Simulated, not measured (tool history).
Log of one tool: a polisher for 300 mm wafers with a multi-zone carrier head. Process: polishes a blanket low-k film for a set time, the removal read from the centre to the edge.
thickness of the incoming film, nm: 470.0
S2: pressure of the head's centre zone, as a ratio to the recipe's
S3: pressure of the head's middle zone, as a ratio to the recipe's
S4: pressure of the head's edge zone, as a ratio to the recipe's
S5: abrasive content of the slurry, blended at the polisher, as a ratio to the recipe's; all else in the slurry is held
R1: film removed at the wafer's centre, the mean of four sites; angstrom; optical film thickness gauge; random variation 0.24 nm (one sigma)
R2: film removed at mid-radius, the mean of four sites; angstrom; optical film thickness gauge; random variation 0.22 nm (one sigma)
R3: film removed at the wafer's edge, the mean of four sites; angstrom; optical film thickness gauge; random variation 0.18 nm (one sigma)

{"run": 1, "day": 0.0, "flow of slurry (ml/min)": 175, "S2": 1.0, "S3": 1.0, "S4": 1.0, "S5": 1.0, "polishing time (s)": 54, "R1": 247.77, "R2": 242.26, "R3": 242.32}
{"run": 2, "day": 0.208, "flow of slurry (ml/min)": 175, "S2": 1.0, "S3": 0.97, "S4": 1.0, "S5": 1.0, "polishing time (s)": 54, "R1": 246.81, "R2": 237.24, "R3": 243.72}
{"run": 3, "day": 0.508, "flow of slurry (ml/min)": 175, "S2": 1.0, "S3": 0.91, "S4": 1.0, "S5": 1.0, "polishing time (s)": 54, "R1": 243.05, "R2": 228.57, "R3": 246.71}
{"run": 4, "day": 0.725, "flow of slurry (ml/min)": 175, "S2": 0.94, "S3": 0.91, "S4": 1.0, "S5": 1.0, "polishing time (s)": 54, "R1": 226.01, "R2": 229.08, "R3": 243.92}
{"run": 5, "day": 0.758, "flow of slurry (ml/min)": 170, "S2": 0.94, "S3": 0.9, "S4": 0.98, "S5": 0.9, "polishing time (s)": 54, "R1": 212.22, "R2": 207.28, "R3": 230.43}
{"run": 6, "day": 0.846, "flow of slurry (ml/min)": 170, "S2": 0.94, "S3": 0.9, "S4": 0.9, "S5": 0.9, "polishing time (s)": 54, "R1": 218.95, "R2": 214.12, "R3": 219.37}
{"run": 7, "day": 0.988, "flow of slurry (ml/min)": 140, "S2": 0.85, "S3": 0.82, "S4": 0.87, "S5": 0.65, "polishing time (s)": 53, "R1": 148.9, "R2": 150.07, "R3": 169.51}
{"run": 8, "day": 1.112, "flow of slurry (ml/min)": 150, "S2": 0.86, "S3": 0.83, "S4": 0.87, "S5": 0.65, "polishing time (s)": 53, "R1": 151.77, "R2": 154.09, "R3": 170.03}
{"run": 9, "day": 1.167, "flow of slurry (ml/min)": 160, "S2": 0.87, "S3": 0.84, "S4": 0.88, "S5": 0.65, "polishing time (s)": 53, "R1": 154.11, "R2": 157.38, "R3": 171.09}
{"run": 10, "day": 1.304, "flow of slurry (ml/min)": 160, "S2": 0.88, "S3": 0.85, "S4": 0.89, "S5": 0.65, "polishing time (s)": 53, "R1": 156.99, "R2": 156.86, "R3": 171.81}

The next listed run, before its measurement:
{"run": 11, "day": 1.662, "flow of slurry (ml/min)": 160, "S2": 0.88, "S3": 0.85, "S4": 0.89, "S5": 0.65, "polishing time (s)": 53, "R1": "?", "R2": "?", "R3": "?"}

Run 11 gave R1 156.45 angstrom, R2 158.72 angstrom, R3 169.24 angstrom.
